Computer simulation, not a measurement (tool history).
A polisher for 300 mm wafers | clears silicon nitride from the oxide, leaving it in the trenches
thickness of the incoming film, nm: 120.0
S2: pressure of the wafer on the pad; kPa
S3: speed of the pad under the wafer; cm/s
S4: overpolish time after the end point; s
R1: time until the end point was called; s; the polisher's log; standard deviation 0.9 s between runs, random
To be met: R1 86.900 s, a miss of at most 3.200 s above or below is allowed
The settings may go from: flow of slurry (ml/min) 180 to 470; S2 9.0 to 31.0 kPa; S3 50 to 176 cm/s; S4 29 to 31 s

Run 1, hour 0.0: flow of slurry (ml/min) 300, S2 20.0 kPa, S3 112 cm/s, S4 29 s. Result: R1 122.750 s.
Run 2, hour 1.5: flow of slurry (ml/min) 300, S2 22.1 kPa, S3 112 cm/s, S4 29 s. Result: R1 112.520 s.
Run 3, hour 4.6: flow of slurry (ml/min) 300, S2 18.6 kPa, S3 112 cm/s, S4 29 s. Result: R1 130.720 s.
Run 4, hour 12.3: flow of slurry (ml/min) 300, S2 18.6 kPa, S3 112 cm/s, S4 31 s. Result: R1 130.780 s.
Run 5, hour 16.6: flow of slurry (ml/min) 345, S2 18.6 kPa, S3 112 cm/s, S4 31 s. Result: R1 129.610 s.
Run 6, hour 18.4: flow of slurry (ml/min) 345, S2 21.4 kPa, S3 112 cm/s, S4 31 s. Result: R1 115.090 s.
Run 7, hour 20.7: flow of slurry (ml/min) 345, S2 23.4 kPa, S3 112 cm/s, S4 31 s. Result: R1 105.800 s.
Run 8, hour 22.4: flow of slurry (ml/min) 345, S2 24.8 kPa, S3 112 cm/s, S4 31 s. Result: R1 100.550 s.
Run 9, hour 23.7: flow of slurry (ml/min) 345, S2 25.5 kPa, S3 112 cm/s, S4 31 s. Result: R1 98.561 s.
Run 10, hour 32.4: flow of slurry (ml/min) 345, S2 26.2 kPa, S3 112 cm/s, S4 31 s. Result: R1 95.461 s.
Run 11, hour 39.2: flow of slurry (ml/min) 345, S2 26.9 kPa, S3 112 cm/s, S4 31 s. Result: R1 93.037 s.
Run 12, hour 47.1: flow of slurry (ml/min) 345, S2 27.6 kPa, S3 112 cm/s, S4 31 s. Result: R1 91.313 s.

5 next moves are on the table. One of them brings every result within its allowed miss. Which?
Run A, hour 55.0: flow of slurry (ml/min) 330, S2 29.0 kPa, S3 106 cm/s, S4 29 s. Result: R1 ?.
Run B, hour 55.0: flow of slurry (ml/min) 365, S2 22.8 kPa, S3 122 cm/s, S4 29 s. Result: R1 ?.
Run C, hour 55.0: flow of slurry (ml/min) 385, S2 31.0 kPa, S3 92 cm/s, S4 29 s. Result: R1 ?.
Run D, hour 55.0: flow of slurry (ml/min) 250, S2 29.6 kPa, S3 96 cm/s, S4 31 s. Result: R1 ?.
Run E, hour 55.0: flow of slurry (ml/min) 380, S2 30.3 kPa, S3 108 cm/s, S4 29 s. Result: R1 ?.

move      R1
   A  90.785
   B  98.061
   C  96.859
   D  99.393
   E  84.753
A: an improvement on the last run, though not all results are within tolerance
B: the biggest miss grows against the last run
C: the biggest miss grows against the last run
D: the biggest miss grows against the last run
E: every result within its allowed miss
The right move is E.
